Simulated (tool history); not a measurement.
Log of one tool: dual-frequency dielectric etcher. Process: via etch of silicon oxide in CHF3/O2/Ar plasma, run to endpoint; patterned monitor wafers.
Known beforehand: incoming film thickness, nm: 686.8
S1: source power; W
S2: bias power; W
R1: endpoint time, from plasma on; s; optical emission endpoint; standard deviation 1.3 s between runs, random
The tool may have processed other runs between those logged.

Run 1, hour 0: S1 730 W, S2 165 W. Result: R1 328.3 s.
Run 2, hour 6.1: S1 810 W, S2 165 W. Result: R1 311.1 s.
Run 3, hour 10: S1 810 W, S2 145 W. Result: R1 326.3 s.
Run 4, hour 15.6: S1 740 W, S2 142 W. Result: R1 339.81 s.
Run 5, hour 17.5: S1 810 W, S2 142 W. Result: R1 327.28 s.
Run 6, hour 25.3: S1 810 W, S2 156 W. Result: R1 316.85 s.
Run 7, hour 34.1: S1 730 W, S2 153 W. Result: R1 332.19 s.
Run 8, hour 39.5: S1 660 W, S2 148 W. Result: R1 352.66 s.
Run 9, hour 48: S1 620 W, S2 146 W. Result: R1 365.75 s.
Run 10, hour 48.9: S1 600 W, S2 145 W. Result: R1 367.72 s.

Run 11 has not been measured yet. What should we expect?
Run 11, hour 57: S1 580 W, S2 144 W. Result: R1 ?.

{"run 11": {"R1": 374.62}}
